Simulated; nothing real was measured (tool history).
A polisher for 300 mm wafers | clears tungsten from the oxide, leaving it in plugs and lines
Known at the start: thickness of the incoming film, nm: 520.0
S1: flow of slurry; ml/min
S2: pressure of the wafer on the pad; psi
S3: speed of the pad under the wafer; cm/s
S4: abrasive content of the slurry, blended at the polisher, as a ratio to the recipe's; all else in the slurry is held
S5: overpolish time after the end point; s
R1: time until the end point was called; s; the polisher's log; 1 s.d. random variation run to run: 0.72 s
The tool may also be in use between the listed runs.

| run | day | S1 | S2 | S3 | S4 | S5 | R1 |
|---|---|---|---|---|---|---|---|
| 1 | 0.000 | 315 | 4.5 | 122 | 1.0 | 30 | 74.023 |
| 2 | 0.125 | 240 | 4.5 | 122 | 1.0 | 30 | 75.793 |
| 3 | 0.188 | 240 | 4.5 | 122 | 1.0 | 30 | 76.173 |
| 4 | 0.429 | 270 | 4.5 | 122 | 1.0 | 30 | 74.419 |
| 5 | 0.796 | 270 | 4.5 | 122 | 1.0 | 30 | 76.382 |
| 6 | 0.962 | 270 | 4.5 | 122 | 1.0 | 32 | 73.510 |

For run 7, what comes out?
| 7 | 1.312 | 270 | 5.3 | 124 | 1.0 | 32 | ? |

Run 7 measured R1 62.041 s.
